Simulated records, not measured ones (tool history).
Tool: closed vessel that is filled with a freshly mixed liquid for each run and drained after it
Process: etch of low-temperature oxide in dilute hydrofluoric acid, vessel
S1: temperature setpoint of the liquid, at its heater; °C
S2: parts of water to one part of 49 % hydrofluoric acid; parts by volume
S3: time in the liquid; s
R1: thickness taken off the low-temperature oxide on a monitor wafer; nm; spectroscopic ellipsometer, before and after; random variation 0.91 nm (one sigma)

{"run": 1, "hour": 0.0, "S1": 20, "S2": 95, "S3": 255, "R1": 32.965}
{"run": 2, "hour": 1.0, "S1": 22, "S2": 80, "S3": 255, "R1": 42.298}
{"run": 3, "hour": 6.5, "S1": 23.5, "S2": 65, "S3": 255, "R1": 56.94}
{"run": 4, "hour": 10.4, "S1": 23.5, "S2": 65, "S3": 255, "R1": 56.187}
{"run": 5, "hour": 11.4, "S1": 26, "S2": 65, "S3": 255, "R1": 62.979}
{"run": 6, "hour": 14.1, "S1": 26, "S2": 30, "S3": 255, "R1": 142.89}
{"run": 7, "hour": 23.3, "S1": 24, "S2": 30, "S3": 255, "R1": 131.23}
{"run": 8, "hour": 27.9, "S1": 24, "S2": 30, "S3": 255, "R1": 133.76}

The next listed run, before its measurement:
{"run": 9, "hour": 35.6, "S1": 24, "S2": 30, "S3": 255, "R1": "?"}

{"run 9": {"R1": 130.77}}

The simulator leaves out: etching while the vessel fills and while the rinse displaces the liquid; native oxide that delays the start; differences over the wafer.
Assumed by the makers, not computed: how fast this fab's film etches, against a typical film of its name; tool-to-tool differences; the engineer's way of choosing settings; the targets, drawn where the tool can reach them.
